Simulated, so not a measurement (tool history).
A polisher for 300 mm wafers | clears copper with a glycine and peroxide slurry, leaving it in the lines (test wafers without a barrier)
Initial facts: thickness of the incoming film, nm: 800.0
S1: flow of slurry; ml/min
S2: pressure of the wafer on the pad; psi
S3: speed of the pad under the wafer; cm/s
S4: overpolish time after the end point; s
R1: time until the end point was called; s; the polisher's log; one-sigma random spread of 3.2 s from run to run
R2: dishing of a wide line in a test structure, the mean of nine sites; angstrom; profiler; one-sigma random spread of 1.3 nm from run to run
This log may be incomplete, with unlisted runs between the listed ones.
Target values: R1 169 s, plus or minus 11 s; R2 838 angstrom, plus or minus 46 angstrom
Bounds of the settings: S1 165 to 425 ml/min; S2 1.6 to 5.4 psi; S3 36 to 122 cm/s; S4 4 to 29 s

{"run": 1, "hour": 0.0, "S1": 275, "S2": 3.5, "S3": 78, "S4": 15, "R1": 135, "R2": 609.17}
{"run": 2, "hour": 0.8, "S1": 275, "S2": 4, "S3": 78, "S4": 15, "R1": 125.76, "R2": 666.31}
{"run": 3, "hour": 8.2, "S1": 275, "S2": 3.9, "S3": 76, "S4": 16, "R1": 129.61, "R2": 689.38}
{"run": 4, "hour": 16.1, "S1": 310, "S2": 3.9, "S3": 76, "S4": 16, "R1": 128.9, "R2": 693.51}
{"run": 5, "hour": 24.7, "S1": 310, "S2": 3.9, "S3": 76, "S4": 14, "R1": 128, "R2": 625.51}
{"run": 6, "hour": 26.8, "S1": 310, "S2": 3.9, "S3": 68, "S4": 14, "R1": 138.19, "R2": 576.52}
{"run": 7, "hour": 32.2, "S1": 310, "S2": 3.8, "S3": 68, "S4": 15, "R1": 142.4, "R2": 580.03}
{"run": 8, "hour": 36.7, "S1": 305, "S2": 3.3, "S3": 60, "S4": 22, "R1": 168.39, "R2": 696.62}
{"run": 9, "hour": 44.0, "S1": 305, "S2": 3.3, "S3": 60, "S4": 22, "R1": 180.19, "R2": 705.54}

5 next moves are on the table. One of them brings every result within its allowed miss. Which?
{"run": "A", "hour": 51.3, "S1": 285, "S2": 3.2, "S3": 52, "S4": 20, "R1": "?", "R2": "?"}
{"run": "B", "hour": 51.3, "S1": 300, "S2": 3.3, "S3": 62, "S4": 27, "R1": "?", "R2": "?"}
{"run": "C", "hour": 51.3, "S1": 320, "S2": 3.5, "S3": 54, "S4": 20, "R1": "?", "R2": "?"}
{"run": "D", "hour": 51.3, "S1": 355, "S2": 3.1, "S3": 54, "S4": 28, "R1": "?", "R2": "?"}
{"run": "E", "hour": 51.3, "S1": 340, "S2": 4.3, "S3": 50, "S4": 28, "R1": "?", "R2": "?"}

move=A R1=196.64 R2=566.53
move=B R1=168.68 R2=817.61
move=C R1=177 R2=620.29
move=D R1=192.25 R2=761.51
move=E R1=158.6 R2=898.79
A: moves away from the targets compared with the last run
B: all results in spec
C: moves away from the targets compared with the last run
D: nearer than the last run, and not there yet
E: carries the result that was furthest off beyond its target, to the other side
The right move is B.
